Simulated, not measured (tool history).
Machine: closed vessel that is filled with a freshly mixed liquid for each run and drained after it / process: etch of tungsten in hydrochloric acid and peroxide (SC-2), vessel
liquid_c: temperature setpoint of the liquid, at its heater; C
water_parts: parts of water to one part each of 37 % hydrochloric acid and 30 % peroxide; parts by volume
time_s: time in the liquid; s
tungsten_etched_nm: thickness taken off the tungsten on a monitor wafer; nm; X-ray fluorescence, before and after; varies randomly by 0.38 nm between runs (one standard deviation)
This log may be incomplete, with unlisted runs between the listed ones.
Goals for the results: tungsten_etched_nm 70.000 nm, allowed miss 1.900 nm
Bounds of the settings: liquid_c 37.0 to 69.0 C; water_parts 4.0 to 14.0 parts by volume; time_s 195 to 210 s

run 1 hour=0.0 | liquid_c=53.0 water_parts=7.5 time_s=195 | tungsten_etched_nm=40.329
run 2 hour=6.9 | liquid_c=55.5 water_parts=7.5 time_s=195 | tungsten_etched_nm=47.574
run 3 hour=14.3 | liquid_c=57.5 water_parts=7.5 time_s=195 | tungsten_etched_nm=53.409
run 4 hour=16.7 | liquid_c=57.5 water_parts=4.5 time_s=195 | tungsten_etched_nm=78.048
run 5 hour=21.7 | liquid_c=57.5 water_parts=4.5 time_s=195 | tungsten_etched_nm=78.920
run 6 hour=22.9 | liquid_c=57.5 water_parts=7.0 time_s=195 | tungsten_etched_nm=56.761
run 7 hour=27.0 | liquid_c=58.5 water_parts=7.0 time_s=195 | tungsten_etched_nm=60.569
run 8 hour=33.7 | liquid_c=59.0 water_parts=7.0 time_s=195 | tungsten_etched_nm=62.017

Exercise: of the 5 proposed moves below, exactly one satisfies all targets within the stated allowed misses. Which move is it?
run A hour=40.4 | liquid_c=61.0 water_parts=8.0 time_s=200 | tungsten_etched_nm=?
run B hour=40.4 | liquid_c=59.5 water_parts=7.0 time_s=200 | tungsten_etched_nm=?
run C hour=40.4 | liquid_c=60.0 water_parts=8.0 time_s=210 | tungsten_etched_nm=?
run D hour=40.4 | liquid_c=59.0 water_parts=6.5 time_s=195 | tungsten_etched_nm=?
run E hour=40.4 | liquid_c=60.0 water_parts=7.0 time_s=205 | tungsten_etched_nm=?

move=A tungsten_etched_nm=65.302
move=B tungsten_etched_nm=66.050
move=C tungsten_etched_nm=64.409
move=D tungsten_etched_nm=66.072
move=E tungsten_etched_nm=69.862
A: nearer the targets than the last run, but a result is still out of spec
B: nearer the targets than the last run, but a result is still out of spec
C: nearer the targets than the last run, but a result is still out of spec
D: nearer the targets than the last run, but a result is still out of spec
E: in spec on every target
E is the move that brings every result within its allowed miss.

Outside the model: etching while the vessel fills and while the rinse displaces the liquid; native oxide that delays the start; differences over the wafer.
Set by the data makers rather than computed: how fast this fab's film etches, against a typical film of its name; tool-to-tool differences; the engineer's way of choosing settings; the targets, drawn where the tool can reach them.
